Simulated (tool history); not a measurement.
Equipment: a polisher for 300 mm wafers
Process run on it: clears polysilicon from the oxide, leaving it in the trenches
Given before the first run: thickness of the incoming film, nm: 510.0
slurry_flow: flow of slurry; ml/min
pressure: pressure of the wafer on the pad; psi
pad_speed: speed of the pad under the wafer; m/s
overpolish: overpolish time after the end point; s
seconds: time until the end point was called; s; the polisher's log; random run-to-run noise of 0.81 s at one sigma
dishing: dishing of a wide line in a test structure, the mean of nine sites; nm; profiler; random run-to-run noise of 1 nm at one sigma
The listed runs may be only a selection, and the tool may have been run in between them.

run 1 day=0 | slurry_flow=190 pressure=2.6 pad_speed=1.1 overpolish=15 | seconds=31.888 dishing=74.303
run 2 day=0.038 | slurry_flow=190 pressure=2 pad_speed=1.1 overpolish=15 | seconds=39.821 dishing=71.805
run 3 day=0.183 | slurry_flow=190 pressure=1.9 pad_speed=1.1 overpolish=13 | seconds=42.779 dishing=69.634
run 4 day=0.321 | slurry_flow=190 pressure=1.9 pad_speed=1.1 overpolish=11 | seconds=43.305 dishing=64.224
run 5 day=0.612 | slurry_flow=190 pressure=1.9 pad_speed=1.24 overpolish=11 | seconds=39.005 dishing=66.886
run 6 day=0.804 | slurry_flow=190 pressure=1.9 pad_speed=1.38 overpolish=11 | seconds=33.67 dishing=69.591
run 7 day=1.154 | slurry_flow=190 pressure=1.8 pad_speed=1.36 overpolish=10 | seconds=36.902 dishing=64.944
run 8 day=1.504 | slurry_flow=190 pressure=1.7 pad_speed=1.36 overpolish=9 | seconds=39.181 dishing=61.311
run 9 day=1.8 | slurry_flow=190 pressure=1.6 pad_speed=1.36 overpolish=9 | seconds=40.136 dishing=61.746

Run 10 comes next. What will it give?
run 10 day=1.875 | slurry_flow=190 pressure=1.4 pad_speed=1.36 overpolish=8 | seconds=? dishing=?

{"run 10": {"seconds": 46.989, "dishing": 52.976}}
